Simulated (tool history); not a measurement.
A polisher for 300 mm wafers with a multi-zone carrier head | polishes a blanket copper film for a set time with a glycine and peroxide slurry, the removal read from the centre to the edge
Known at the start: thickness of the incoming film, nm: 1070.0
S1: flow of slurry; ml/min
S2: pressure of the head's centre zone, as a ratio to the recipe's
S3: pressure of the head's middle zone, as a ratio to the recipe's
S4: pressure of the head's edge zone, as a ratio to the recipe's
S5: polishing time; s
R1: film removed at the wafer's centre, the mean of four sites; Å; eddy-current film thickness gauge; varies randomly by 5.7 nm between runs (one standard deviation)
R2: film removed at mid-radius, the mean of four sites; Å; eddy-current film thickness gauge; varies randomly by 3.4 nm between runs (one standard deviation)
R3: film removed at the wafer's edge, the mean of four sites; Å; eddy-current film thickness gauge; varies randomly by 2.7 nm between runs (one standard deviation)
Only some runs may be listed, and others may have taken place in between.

run 1 day=0.000 | S1=275 S2=1.00 S3=1.00 S4=1.00 S5=68 | R1=4463.5 R2=4552.3 R3=4593.2
run 2 day=0.358 | S1=275 S2=0.93 S3=1.00 S4=1.00 S5=68 | R1=4194.4 R2=4634.7 R3=4533.1
run 3 day=0.496 | S1=210 S2=0.93 S3=1.00 S4=1.00 S5=68 | R1=4158.4 R2=4465.6 R3=4493.1
run 4 day=0.558 | S1=210 S2=0.86 S3=1.00 S4=1.00 S5=68 | R1=3716.7 R2=4492.9 R3=4525.5
run 5 day=0.846 | S1=210 S2=0.89 S3=0.99 S4=0.97 S5=67 | R1=3826.6 R2=4437.4 R3=4390.9
run 6 day=0.979 | S1=210 S2=0.94 S3=0.99 S4=0.97 S5=67 | R1=3934.8 R2=4419.5 R3=4337.5

Predict the results of run 7:
run 7 day=1.325 | S1=210 S2=0.98 S3=0.97 S4=0.95 S5=66 | R1=? R2=? R3=?

For run 7 the tool returned R1 4298.4 Å, R2 4227.6 Å, R3 4179.6 Å.

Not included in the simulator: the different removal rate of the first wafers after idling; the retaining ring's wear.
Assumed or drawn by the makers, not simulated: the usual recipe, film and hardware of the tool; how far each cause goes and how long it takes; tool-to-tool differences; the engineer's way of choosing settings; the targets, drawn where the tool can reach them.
